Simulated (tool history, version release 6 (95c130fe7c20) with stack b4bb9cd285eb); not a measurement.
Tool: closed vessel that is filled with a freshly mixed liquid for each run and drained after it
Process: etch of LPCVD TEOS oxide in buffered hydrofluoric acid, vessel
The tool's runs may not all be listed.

run	day	temperature setpoint of the liquid (C)	parts of 40 % ammonium fluoride to one part of 49 % hydrofluoric acid (parts by volume)	time in the liquid (s)	thickness taken off the LPCVD TEOS oxide on a monitor wafer (Å)
1	0.000	21.0	12.0	105	3909.5
2	0.346	21.0	14.5	105	3253.7
3	0.683	21.0	14.5	105	3251.1
4	0.975	22.0	14.5	105	3440.1
5	1.033	23.0	14.5	105	3635.5
6	1.133	23.0	14.5	105	3635.3
7	1.212	23.5	14.5	105	3702.5

Run 8 has not been measured yet. What should we expect?
8	1.267	27.5	14.0	105	?

thickness taken off the LPCVD TEOS oxide on a monitor wafer (Å): 4779.4
